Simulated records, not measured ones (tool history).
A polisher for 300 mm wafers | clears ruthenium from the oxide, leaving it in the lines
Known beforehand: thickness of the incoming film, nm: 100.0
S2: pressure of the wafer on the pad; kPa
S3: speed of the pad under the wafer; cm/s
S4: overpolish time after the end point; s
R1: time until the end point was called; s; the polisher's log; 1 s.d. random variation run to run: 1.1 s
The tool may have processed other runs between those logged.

run 1 day=0.000 | flow_of_slurry_(ml/min)=305 S2=11.7 S3=96 S4=37 | R1=89.900
run 2 day=0.317 | flow_of_slurry_(ml/min)=305 S2=10.3 S3=96 S4=37 | R1=97.072
run 3 day=0.604 | flow_of_slurry_(ml/min)=305 S2=8.3 S3=96 S4=37 | R1=124.050
run 4 day=0.908 | flow_of_slurry_(ml/min)=305 S2=8.3 S3=78 S4=37 | R1=142.060
run 5 day=0.946 | flow_of_slurry_(ml/min)=305 S2=8.3 S3=78 S4=40 | R1=146.270
run 6 day=1.042 | flow_of_slurry_(ml/min)=305 S2=10.3 S3=80 S4=40 | R1=114.420
run 7 day=1.208 | flow_of_slurry_(ml/min)=305 S2=11.7 S3=82 S4=40 | R1=101.730
run 8 day=1.567 | flow_of_slurry_(ml/min)=305 S2=13.1 S3=84 S4=40 | R1=87.439
run 9 day=1.833 | flow_of_slurry_(ml/min)=305 S2=13.8 S3=86 S4=40 | R1=82.318

Estimate the outcome of run 10 from the log above:
run 10 day=1.938 | flow_of_slurry_(ml/min)=305 S2=14.5 S3=88 S4=40 | R1=?

R1: 75.664 s

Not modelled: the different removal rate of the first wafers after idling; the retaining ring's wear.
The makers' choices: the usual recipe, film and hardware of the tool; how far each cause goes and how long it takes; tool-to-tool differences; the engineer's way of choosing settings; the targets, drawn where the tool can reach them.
